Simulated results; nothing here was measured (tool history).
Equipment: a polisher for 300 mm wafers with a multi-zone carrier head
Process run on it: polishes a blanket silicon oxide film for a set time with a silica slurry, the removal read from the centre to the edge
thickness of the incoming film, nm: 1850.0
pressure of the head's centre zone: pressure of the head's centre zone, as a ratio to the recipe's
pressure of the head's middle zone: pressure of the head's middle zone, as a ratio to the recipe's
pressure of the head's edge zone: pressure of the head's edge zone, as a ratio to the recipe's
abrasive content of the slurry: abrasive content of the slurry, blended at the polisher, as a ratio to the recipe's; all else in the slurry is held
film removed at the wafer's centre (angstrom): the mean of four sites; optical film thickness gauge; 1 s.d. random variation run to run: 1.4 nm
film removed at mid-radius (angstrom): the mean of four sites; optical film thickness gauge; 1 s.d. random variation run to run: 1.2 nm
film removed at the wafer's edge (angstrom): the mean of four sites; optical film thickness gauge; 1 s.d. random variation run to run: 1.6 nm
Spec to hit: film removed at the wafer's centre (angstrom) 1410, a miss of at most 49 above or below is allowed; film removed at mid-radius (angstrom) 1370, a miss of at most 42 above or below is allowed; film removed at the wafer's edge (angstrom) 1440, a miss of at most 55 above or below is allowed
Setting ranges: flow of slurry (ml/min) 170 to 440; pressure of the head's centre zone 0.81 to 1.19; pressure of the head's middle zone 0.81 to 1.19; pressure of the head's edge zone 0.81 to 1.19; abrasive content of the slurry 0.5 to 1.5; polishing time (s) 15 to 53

| run | hour | flow of slurry (ml/min) | pressure of the head's centre zone | pressure of the head's middle zone | pressure of the head's edge zone | abrasive content of the slurry | polishing time (s) | film removed at the wafer's centre (angstrom) | film removed at mid-radius (angstrom) | film removed at the wafer's edge (angstrom) |
|---|---|---|---|---|---|---|---|---|---|---|
| 1 | 0 | 280 | 1 | 1 | 1 | 1 | 34 | 911.29 | 917.51 | 947.75 |
| 2 | 7.2 | 280 | 1.01 | 1.01 | 1.02 | 1.05 | 34 | 958.93 | 967.23 | 996.71 |
| 3 | 12.5 | 280 | 1.02 | 1.02 | 1.04 | 1.1 | 34 | 988.32 | 994.07 | 1011.5 |
| 4 | 13.9 | 280 | 1.02 | 1.02 | 1.05 | 1.15 | 35 | 1028.4 | 1024.2 | 1059.2 |
| 5 | 14.7 | 280 | 1.02 | 1.02 | 1.06 | 1.2 | 36 | 1097.7 | 1087.2 | 1158.9 |
| 6 | 21.4 | 280 | 1.02 | 1.1 | 1.06 | 1.2 | 36 | 1110.9 | 1166.3 | 1147.1 |
| 7 | 23 | 280 | 1.03 | 1.1 | 1.07 | 1.25 | 36 | 1128.7 | 1193.5 | 1161.5 |
| 8 | 27.4 | 300 | 1.1 | 1.01 | 1.17 | 1.5 | 39 | 1435.5 | 1316.1 | 1425.1 |

Consider the 5 candidate settings below. Which is the only one whose results all fall within their allowed miss of target?
| A | 31.8 | 300 | 1.06 | 1 | 1.19 | 1.5 | 39 | ? | ? | ? |
| B | 31.8 | 310 | 1.08 | 1.05 | 1.14 | 1.45 | 40 | ? | ? | ? |
| C | 31.8 | 355 | 1.19 | 1.05 | 1.14 | 1.35 | 40 | ? | ? | ? |
| D | 31.8 | 300 | 1.1 | 0.94 | 1.14 | 1.45 | 40 | ? | ? | ? |
| E | 31.8 | 330 | 1.04 | 0.98 | 1.19 | 1.4 | 40 | ? | ? | ? |

| move | film removed at the wafer's centre (angstrom) | film removed at mid-radius (angstrom) | film removed at the wafer's edge (angstrom) |
|---|---|---|---|
| A | 1375.8 | 1295.2 | 1435.1 |
| B | 1422.9 | 1369.1 | 1421.7 |
| C | 1539.3 | 1341 | 1389.8 |
| D | 1444 | 1243.6 | 1420.8 |
| E | 1356.5 | 1279 | 1439.2 |
A: lands further from the targets than the last run did
B: in spec on every target
C: the furthest-off result lands on target, but another misses its tolerance
D: lands further from the targets than the last run did
E: lands further from the targets than the last run did
Correct choice: B, which meets every target
